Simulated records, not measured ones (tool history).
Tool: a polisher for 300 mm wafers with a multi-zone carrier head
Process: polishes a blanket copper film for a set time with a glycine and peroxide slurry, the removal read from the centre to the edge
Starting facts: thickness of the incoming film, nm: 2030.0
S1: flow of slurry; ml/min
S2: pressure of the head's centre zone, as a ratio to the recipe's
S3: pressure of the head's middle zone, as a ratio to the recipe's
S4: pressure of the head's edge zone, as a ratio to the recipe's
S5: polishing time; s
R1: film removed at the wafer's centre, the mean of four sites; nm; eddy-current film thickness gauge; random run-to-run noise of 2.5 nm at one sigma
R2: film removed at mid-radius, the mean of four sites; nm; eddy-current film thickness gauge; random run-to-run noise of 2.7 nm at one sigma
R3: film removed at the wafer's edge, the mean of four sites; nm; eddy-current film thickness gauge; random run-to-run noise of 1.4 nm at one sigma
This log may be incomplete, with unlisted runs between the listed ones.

run  hour   S1    S2    S3    S4  S5      R1      R2      R3
  1     0  205     1     1     1  41  336.56  326.09  339.18
  2   1.7  205  1.02     1  0.96  38  315.16  305.95  303.21
  3   7.8  200  1.03  0.98  0.93  36  302.32  280.79  281.39
  4    15  200  1.03  0.95  0.93  36  301.31  272.69  283.17
  5  17.9  200  0.97  0.95  0.93  36  284.16  280.54  284.62
  6  23.2  195  0.99  0.95   0.9  35  281.02  270.03  274.88
  7  28.9  205  1.09  1.03  0.81  27  240.83  222.65  201.17
  8  29.9  215  1.09  1.03  0.83  27  245.42  221.34  201.03
  9  36.1  220  1.09  1.03  0.86  27  241.87  221.99  206.46

Run 10 has not been measured yet. What should we expect?
 10    43  220  1.1  1.04  0.88  28   ?   ?   ?

{"run 10": {"R1": 255.33, "R2": 231.05, "R3": 216.33}}
